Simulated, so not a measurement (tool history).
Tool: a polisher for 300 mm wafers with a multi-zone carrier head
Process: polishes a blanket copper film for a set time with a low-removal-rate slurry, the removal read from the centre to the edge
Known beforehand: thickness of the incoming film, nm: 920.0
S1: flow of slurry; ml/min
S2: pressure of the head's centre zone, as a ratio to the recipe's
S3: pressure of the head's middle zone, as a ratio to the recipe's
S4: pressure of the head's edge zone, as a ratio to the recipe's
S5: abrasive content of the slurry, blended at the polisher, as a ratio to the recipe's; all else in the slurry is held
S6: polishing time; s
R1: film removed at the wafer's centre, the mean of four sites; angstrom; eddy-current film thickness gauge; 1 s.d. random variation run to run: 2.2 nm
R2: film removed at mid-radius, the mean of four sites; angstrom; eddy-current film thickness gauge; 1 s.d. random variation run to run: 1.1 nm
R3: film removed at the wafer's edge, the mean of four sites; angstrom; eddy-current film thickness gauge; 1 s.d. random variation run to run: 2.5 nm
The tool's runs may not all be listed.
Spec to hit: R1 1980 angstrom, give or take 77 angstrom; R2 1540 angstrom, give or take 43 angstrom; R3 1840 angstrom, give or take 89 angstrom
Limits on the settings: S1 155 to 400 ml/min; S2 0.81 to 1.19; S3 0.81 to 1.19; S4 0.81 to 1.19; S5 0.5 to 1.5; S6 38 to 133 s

run,hour,S1,S2,S3,S4,S5,S6,R1,R2,R3
1,0,255,1,1,1,1,85,2129.5,2166.4,2107.9
2,6.8,245,1.02,0.95,1.01,0.9,84,2066.5,1997.8,1991.9
3,9.8,245,1.02,0.95,1.01,0.9,105,2620.2,2479.9,2560
4,16.6,230,1.05,0.91,1.06,0.8,98,2371.7,2124.1,2309.8
5,22.5,230,0.99,0.91,1.06,0.8,98,2294.7,2131.1,2360.2
6,29.9,220,1.02,0.88,1.07,0.7,95,2141.4,1915.3,2165.2
7,31,210,1.05,0.86,1.08,0.65,93,2144.9,1792.7,2048.6
8,31.8,180,1.06,0.81,1.1,0.5,88,1778.5,1483.9,1730.6
9,39.7,195,1.07,0.81,1.11,0.5,88,1857.9,1479.6,1811.5
10,41.4,205,1.08,0.82,1.1,0.5,88,1845.7,1485.8,1821.4
11,47,205,1.1,0.83,1.1,0.5,88,1901.3,1507.9,1824.3

Which of these 5 next moves meets every target?
A,52.6,250,1.12,0.81,1.18,0.5,84,?,?,?
B,52.6,330,1.04,0.9,1.19,0.5,81,?,?,?
C,52.6,195,1.14,0.85,1.11,0.5,89,?,?,?
D,52.6,155,1.13,0.87,1.02,0.75,77,?,?,?
E,52.6,235,1.06,0.85,1.19,0.5,87,?,?,?

move,R1,R2,R3
A,1892,1439.7,1760
B,1742.5,1537.4,1736.1
C,1979.5,1536.1,1769.1
D,1888.1,1508.7,1650.5
E,1841.1,1534.1,1821.2
A: the biggest miss grows against the last run
B: the biggest miss grows against the last run
C: hits every target within its allowed miss
D: the biggest miss grows against the last run
E: the biggest miss grows against the last run
The right move is C.
